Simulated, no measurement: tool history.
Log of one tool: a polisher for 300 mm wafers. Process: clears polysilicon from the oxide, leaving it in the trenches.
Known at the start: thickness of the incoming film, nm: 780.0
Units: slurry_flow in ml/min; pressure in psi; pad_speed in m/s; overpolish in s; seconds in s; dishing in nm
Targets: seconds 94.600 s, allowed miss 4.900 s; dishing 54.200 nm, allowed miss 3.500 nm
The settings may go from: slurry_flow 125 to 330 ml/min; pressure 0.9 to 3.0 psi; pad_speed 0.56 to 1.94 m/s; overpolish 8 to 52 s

run 1 hour=0.0 | slurry_flow=210 pressure=1.9 pad_speed=1.24 overpolish=26 | seconds=54.732 dishing=56.035
run 2 hour=2.8 | slurry_flow=210 pressure=1.4 pad_speed=1.24 overpolish=26 | seconds=69.039 dishing=57.468
run 3 hour=9.7 | slurry_flow=210 pressure=1.4 pad_speed=0.96 overpolish=26 | seconds=80.980 dishing=54.661
run 4 hour=13.3 | slurry_flow=210 pressure=1.4 pad_speed=0.94 overpolish=26 | seconds=82.250 dishing=54.899
run 5 hour=14.9 | slurry_flow=210 pressure=1.6 pad_speed=0.94 overpolish=26 | seconds=72.804 dishing=53.825
-- hour=17.8 head pressure recalibrated
run 6 hour=17.8 | slurry_flow=210 pressure=1.6 pad_speed=0.94 overpolish=16 | seconds=78.274 dishing=51.597
run 7 hour=26.7 | slurry_flow=210 pressure=1.5 pad_speed=0.94 overpolish=17 | seconds=80.028 dishing=52.786
run 8 hour=30.2 | slurry_flow=210 pressure=1.4 pad_speed=0.94 overpolish=17 | seconds=87.088 dishing=51.387

5 next moves are on the table. One of them brings every result within its allowed miss. Which?
run A hour=33.7 | slurry_flow=230 pressure=1.1 pad_speed=1.06 overpolish=26 | seconds=? dishing=?
run B hour=33.7 | slurry_flow=180 pressure=1.4 pad_speed=1.16 overpolish=27 | seconds=? dishing=?
run C hour=33.7 | slurry_flow=230 pressure=2.0 pad_speed=0.64 overpolish=13 | seconds=? dishing=?
run D hour=33.7 | slurry_flow=155 pressure=1.9 pad_speed=0.72 overpolish=15 | seconds=? dishing=?
run E hour=33.7 | slurry_flow=180 pressure=1.3 pad_speed=0.76 overpolish=18 | seconds=? dishing=?

move=A seconds=96.040 dishing=52.542
move=B seconds=77.441 dishing=53.633
move=C seconds=78.321 dishing=47.703
move=D seconds=81.527 dishing=49.048
move=E seconds=105.780 dishing=48.044
A: meets every target
B: further off than the last run
C: further off than the last run
D: further off than the last run
E: takes the result that was furthest off past its target
Answer: A
